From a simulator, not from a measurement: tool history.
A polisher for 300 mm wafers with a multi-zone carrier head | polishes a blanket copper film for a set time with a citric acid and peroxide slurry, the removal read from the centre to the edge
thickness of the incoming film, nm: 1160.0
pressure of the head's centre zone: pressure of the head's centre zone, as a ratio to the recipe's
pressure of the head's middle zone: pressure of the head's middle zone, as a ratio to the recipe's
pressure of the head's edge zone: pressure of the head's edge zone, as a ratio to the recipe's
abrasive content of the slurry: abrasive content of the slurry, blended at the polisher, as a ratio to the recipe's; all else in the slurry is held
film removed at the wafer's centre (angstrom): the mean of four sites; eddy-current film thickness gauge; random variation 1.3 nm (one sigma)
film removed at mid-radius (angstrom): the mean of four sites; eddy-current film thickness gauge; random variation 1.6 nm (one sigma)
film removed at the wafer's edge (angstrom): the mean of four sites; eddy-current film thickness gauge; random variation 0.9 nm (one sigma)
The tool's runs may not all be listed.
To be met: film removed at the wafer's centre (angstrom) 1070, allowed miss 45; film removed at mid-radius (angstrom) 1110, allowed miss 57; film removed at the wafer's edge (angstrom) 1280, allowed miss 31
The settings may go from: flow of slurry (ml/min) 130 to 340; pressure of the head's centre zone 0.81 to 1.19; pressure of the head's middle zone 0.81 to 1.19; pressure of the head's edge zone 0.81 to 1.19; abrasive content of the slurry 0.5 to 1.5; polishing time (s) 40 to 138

run,day,flow of slurry (ml/min),pressure of the head's centre zone,pressure of the head's middle zone,pressure of the head's edge zone,abrasive content of the slurry,polishing time (s),film removed at the wafer's centre (angstrom),film removed at mid-radius (angstrom),film removed at the wafer's edge (angstrom)
1,0,220,1,1,1,1,88,1787.6,1784.3,1784.8
2,0.333,220,1,0.96,1,1,88,1782.1,1768.5,1771.3
3,0.538,220,1,0.96,0.95,1,88,1804.5,1789.3,1745.4
4,0.638,215,0.98,0.94,0.97,0.95,85,1707.1,1673.9,1695.9
5,0.808,215,0.94,0.94,0.97,0.95,85,1605.7,1672.9,1697.6
6,0.833,210,0.93,0.92,0.98,0.9,82,1506.5,1573.9,1619.9
7,1.188,205,0.92,0.9,0.99,0.85,80,1455.1,1490,1554.1
8,1.379,200,0.9,0.89,1,0.8,78,1385,1449.1,1528.7
9,1.642,195,0.89,0.88,1.01,0.75,76,1322.3,1375.3,1471.2

5 next moves are on the table. One of them brings every result within its allowed miss. Which?
A,1.904,185,0.96,0.88,0.96,0.7,62,?,?,?
B,1.904,210,0.87,0.84,1.09,0.7,64,?,?,?
C,1.904,200,1.17,0.99,0.82,0.6,73,?,?,?
D,1.904,220,1.19,1.17,0.81,0.5,79,?,?,?
E,1.904,180,1.07,0.89,0.91,0.7,73,?,?,?

move,film removed at the wafer's centre (angstrom),film removed at mid-radius (angstrom),film removed at the wafer's edge (angstrom)
A,1091.9,1096.7,1127.5
B,1039.5,1122.9,1254.2
C,1549.7,1358.4,1213.6
D,1683.2,1598,1280.2
E,1428.1,1293.7,1291.1
A: takes the result that was furthest off past its target
B: meets every target
C: takes the result that was furthest off past its target
D: brings the result that was furthest off to its target, and leaves another outside
E: brings the result that was furthest off to its target, and leaves another outside
Move B is the one to make.
